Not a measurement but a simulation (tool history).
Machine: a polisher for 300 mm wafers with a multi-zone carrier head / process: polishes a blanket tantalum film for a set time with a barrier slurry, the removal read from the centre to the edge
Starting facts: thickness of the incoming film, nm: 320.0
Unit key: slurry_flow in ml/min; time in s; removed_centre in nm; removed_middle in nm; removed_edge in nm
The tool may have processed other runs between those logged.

run,day,slurry_flow,centre_zone,middle_zone,edge_zone,slurry_solids,time,removed_centre,removed_middle,removed_edge
1,0,270,1,1,1,1,46,56.404,55.628,55.456
2,0.317,205,1,1,1,1,46,53.658,55.498,54.669
3,0.467,205,1,1,0.97,1,46,52.234,54.124,53.283
4,0.796,160,1,1,0.97,1,46,52.235,52.851,51.821
5,1.138,160,1,1,0.93,1,46,50.728,51.086,50.556
# day 1.212: worn pad replaced by a new one
6,1.212,160,0.99,1.03,0.91,0.9,43,49.504,51.745,48.939
7,1.3,160,0.97,1.02,0.89,0.8,38,41.574,43.82,40.715
8,1.633,170,0.95,1.02,0.88,0.75,36,37.651,41.73,38.079
9,1.983,185,0.94,1.01,0.87,0.7,34,35.29,37.323,34.521
10,2.242,185,0.92,1.01,0.86,0.65,34,32.778,35.97,33.095
11,2.412,195,0.9,1.04,0.81,0.5,33,25.935,29.867,26.295
12,2.592,195,0.91,1.05,0.83,0.5,33,26.764,30.693,26.585

The next listed run, before its measurement:
13,2.958,195,0.91,1.05,0.85,0.5,33,?,?,?

removed_centre: 26.746 nm
removed_middle: 30.76 nm
removed_edge: 26.842 nm
